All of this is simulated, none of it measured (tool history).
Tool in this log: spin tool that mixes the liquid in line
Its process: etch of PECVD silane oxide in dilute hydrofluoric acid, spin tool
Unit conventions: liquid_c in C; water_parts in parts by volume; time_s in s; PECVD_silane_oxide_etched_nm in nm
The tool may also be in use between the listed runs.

| run | hour | liquid_c | water_parts | time_s | PECVD_silane_oxide_etched_nm |
|---|---|---|---|---|---|
| 1 | 0.0 | 20.0 | 280 | 40 | 4.3039 |
| 2 | 5.1 | 18.5 | 280 | 40 | 4.1380 |
| 3 | 12.4 | 18.5 | 295 | 40 | 3.8954 |
| 4 | 18.0 | 18.5 | 305 | 40 | 3.6764 |
| 5 | 22.4 | 18.5 | 240 | 40 | 4.9255 |
| 6 | 27.2 | 18.5 | 255 | 40 | 4.6157 |
| 7 | 27.8 | 18.5 | 270 | 40 | 4.3026 |
| 8 | 34.8 | 17.0 | 380 | 40 | 2.6545 |
| 9 | 43.2 | 17.0 | 385 | 40 | 2.5807 |
| 10 | 46.9 | 17.0 | 390 | 40 | 2.5309 |
| 11 | 53.6 | 17.0 | 395 | 40 | 2.5604 |

Run 12 is up next; what results do you expect?
| 12 | 57.4 | 17.0 | 400 | 40 | ? |

{"run 12": {"PECVD_silane_oxide_etched_nm": 2.4644}}
